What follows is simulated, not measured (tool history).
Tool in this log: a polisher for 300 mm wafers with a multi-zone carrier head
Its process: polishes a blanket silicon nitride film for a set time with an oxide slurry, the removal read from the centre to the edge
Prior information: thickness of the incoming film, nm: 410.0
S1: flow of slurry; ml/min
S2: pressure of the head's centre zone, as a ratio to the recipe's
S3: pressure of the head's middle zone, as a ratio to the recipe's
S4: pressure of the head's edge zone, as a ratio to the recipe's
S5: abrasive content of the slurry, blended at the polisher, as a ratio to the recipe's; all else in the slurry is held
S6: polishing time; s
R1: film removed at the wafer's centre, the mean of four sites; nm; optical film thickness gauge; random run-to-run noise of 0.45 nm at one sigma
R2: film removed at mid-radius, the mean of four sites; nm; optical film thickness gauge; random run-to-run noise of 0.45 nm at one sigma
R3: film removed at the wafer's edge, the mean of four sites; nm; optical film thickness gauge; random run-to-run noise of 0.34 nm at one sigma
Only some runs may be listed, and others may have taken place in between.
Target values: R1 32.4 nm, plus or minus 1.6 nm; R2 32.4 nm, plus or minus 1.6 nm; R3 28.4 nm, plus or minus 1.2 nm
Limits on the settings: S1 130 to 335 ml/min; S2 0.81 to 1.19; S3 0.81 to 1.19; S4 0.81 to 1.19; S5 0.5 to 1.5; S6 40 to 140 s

run	hour	S1	S2	S3	S4	S5	S6	R1	R2	R3
1	0	215	1	1	1	1	90	57.898	57.838	58.275
2	1.1	215	1	0.94	1	1	90	57.988	54.997	57.232
3	4.4	215	1	0.94	1.05	1	90	57.975	53.993	59.884
4	8.5	215	1	0.94	0.99	0.85	81	48.996	45.397	48.684
5	14.4	215	1	0.94	0.99	0.85	100	59.937	56.896	58.779
6	20.5	215	1	1.01	0.99	0.85	100	58.282	59.165	60.824
7	23.6	235	1.02	1.04	0.94	0.75	85	48.11	50.596	47.213
8	25.7	240	1.03	1.03	0.91	0.7	76	43.572	42.31	38.995
9	32.9	245	1.02	1.03	0.89	0.65	72	38.792	38.983	36.097
10	34.9	245	1.03	1.04	0.87	0.6	69	35.599	36.297	32.357

Below are 4 possible settings for the next run. Only one of them brings all results inside the allowed miss of their targets. Which is it?
A	36.9	240	1.09	1.04	0.81	0.6	68	?	?	?
B	36.9	235	1.06	1.06	0.84	0.7	57	?	?	?
C	36.9	220	0.87	1.02	0.96	0.5	71	?	?	?
D	36.9	205	0.94	0.86	0.95	0.5	78	?	?	?

move	R1	R2	R3
A	36.575	35.772	31.036
B	32.381	33.082	28.703
C	27.233	32.687	31.21
D	31.864	30.829	33.944
A: nearer the targets than the last run, but a result is still out of spec
B: hits every target within its allowed miss
C: no nearer and no further than the last run
D: its largest miss is bigger than the last run's
Correct choice: B, which meets every target
